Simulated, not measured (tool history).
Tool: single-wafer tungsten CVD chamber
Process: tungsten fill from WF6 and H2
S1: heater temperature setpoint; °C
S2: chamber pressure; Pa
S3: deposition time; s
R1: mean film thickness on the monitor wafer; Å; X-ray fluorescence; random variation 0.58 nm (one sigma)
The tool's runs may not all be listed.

run 1 hour=0.0 | S1=390 S2=5933 S3=22.9 | R1=611.34
run 2 hour=1.7 | S1=390 S2=5933 S3=22.9 | R1=609.96
run 3 hour=9.5 | S1=381 S2=5933 S3=22.9 | R1=502.02
run 4 hour=14.8 | S1=376 S2=5933 S3=22.9 | R1=441.31
run 5 hour=19.7 | S1=381 S2=5959 S3=22.9 | R1=501.37
run 6 hour=28.4 | S1=372 S2=5959 S3=22.9 | R1=405.04
run 7 hour=35.3 | S1=378 S2=5986 S3=22.9 | R1=469.53
run 8 hour=42.5 | S1=390 S2=6146 S3=22.9 | R1=631.22

What does the tool deliver on the next run?
run 9 hour=50.8 | S1=402 S2=6239 S3=22.9 | R1=?

R1: 815.85 Å
